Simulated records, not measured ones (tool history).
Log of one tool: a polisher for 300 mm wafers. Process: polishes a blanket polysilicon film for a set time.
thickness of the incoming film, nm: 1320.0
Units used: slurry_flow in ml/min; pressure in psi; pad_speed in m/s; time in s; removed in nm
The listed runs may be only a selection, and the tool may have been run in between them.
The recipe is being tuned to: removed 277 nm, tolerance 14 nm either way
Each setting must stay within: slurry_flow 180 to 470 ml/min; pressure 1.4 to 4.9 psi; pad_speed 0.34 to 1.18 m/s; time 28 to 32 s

| run | hour | slurry_flow | pressure | pad_speed | time | removed |
|---|---|---|---|---|---|---|
| 1 | 0 | 300 | 3.1 | 0.76 | 32 | 193.57 |
| 2 | 3.9 | 300 | 3.1 | 0.76 | 28 | 167.23 |
| 3 | 12.3 | 300 | 3.3 | 0.76 | 28 | 180.25 |
| 4 | 21.2 | 260 | 3.3 | 0.76 | 28 | 174.69 |
| 5 | 28.1 | 265 | 3.4 | 0.76 | 28 | 178.91 |
| 6 | 34 | 200 | 3.4 | 0.76 | 28 | 175.4 |
| 7 | 39.9 | 200 | 3.6 | 0.76 | 28 | 184.12 |
| 8 | 44.3 | 200 | 3.7 | 0.76 | 28 | 193.58 |
| 9 | 52.9 | 200 | 3.8 | 0.76 | 28 | 199.12 |
| 10 | 57.6 | 200 | 3.9 | 0.76 | 28 | 201.6 |
| 11 | 59.1 | 200 | 4 | 0.76 | 28 | 207.87 |
| 12 | 61.3 | 200 | 4.1 | 0.76 | 28 | 211.38 |
| 13 | 64.3 | 200 | 4.2 | 0.76 | 28 | 214.26 |
| 14 | 71.4 | 200 | 4.3 | 0.76 | 28 | 222.86 |
| 15 | 77.6 | 200 | 4.9 | 0.78 | 28 | 261.17 |

Pick the move, out of 4, that brings all results within their allowed miss; only one does.
| A | 83.8 | 180 | 4.7 | 0.9 | 28 | ? |
| B | 83.8 | 180 | 4.9 | 0.92 | 30 | ? |
| C | 83.8 | 180 | 4.7 | 0.96 | 29 | ? |
| D | 83.8 | 225 | 4.9 | 0.82 | 32 | ? |

| move | removed |
|---|---|
| A | 278.6 |
| B | 317.28 |
| C | 306.18 |
| D | 311.27 |
A: in spec on every target
B: takes the biggest miss from the last run beyond its target
C: takes the biggest miss from the last run beyond its target
D: takes the biggest miss from the last run beyond its target
A is the move that brings every result within its allowed miss.
